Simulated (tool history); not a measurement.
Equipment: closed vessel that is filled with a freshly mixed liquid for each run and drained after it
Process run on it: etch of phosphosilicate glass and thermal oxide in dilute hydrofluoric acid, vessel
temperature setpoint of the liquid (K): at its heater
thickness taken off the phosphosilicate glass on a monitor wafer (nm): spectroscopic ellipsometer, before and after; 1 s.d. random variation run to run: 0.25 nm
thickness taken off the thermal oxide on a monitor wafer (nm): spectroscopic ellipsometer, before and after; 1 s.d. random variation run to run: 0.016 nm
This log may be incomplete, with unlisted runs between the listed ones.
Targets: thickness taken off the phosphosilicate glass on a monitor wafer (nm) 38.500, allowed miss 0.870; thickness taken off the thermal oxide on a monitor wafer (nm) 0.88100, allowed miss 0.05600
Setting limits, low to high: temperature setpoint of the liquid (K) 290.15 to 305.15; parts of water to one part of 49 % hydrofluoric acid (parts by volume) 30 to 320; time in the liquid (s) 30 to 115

run,hour,temperature setpoint of the liquid (K),parts of water to one part of 49 % hydrofluoric acid (parts by volume),time in the liquid (s),thickness taken off the phosphosilicate glass on a monitor wafer (nm),thickness taken off the thermal oxide on a monitor wafer (nm)
1,0.0,297.15,175,60,64.079,1.42730
2,5.4,296.15,180,60,60.318,1.33990
3,10.9,296.15,180,70,69.157,1.58910
4,14.9,296.15,180,45,44.550,1.01000
5,21.9,296.15,180,55,54.665,1.26460
6,26.8,296.15,120,55,87.969,2.06150
7,31.7,295.65,130,55,78.342,1.72060
8,34.5,295.15,140,55,70.833,1.63340
9,43.0,295.15,140,55,69.563,1.62080
10,48.3,294.65,145,55,67.321,1.48080
11,50.9,296.65,215,55,44.715,1.05330

5 candidate next runs follow, results not yet known. Just one meets every target within its allowed miss. Identify it.
A,53.5,295.65,305,75,?,?
B,53.5,295.65,220,60,?,?
C,53.5,292.65,155,55,?,?
D,53.5,298.15,160,45,?,?
E,53.5,298.15,295,95,?,?

move,thickness taken off the phosphosilicate glass on a monitor wafer (nm),thickness taken off the thermal oxide on a monitor wafer (nm)
A,38.351,0.85569
B,46.214,1.03110
C,57.240,1.27710
D,55.833,1.24570
E,55.329,1.23450
A: each result inside its tolerance
B: lands further from the targets than the last run did
C: lands further from the targets than the last run did
D: lands further from the targets than the last run did
E: lands further from the targets than the last run did
Move A is the one to make.
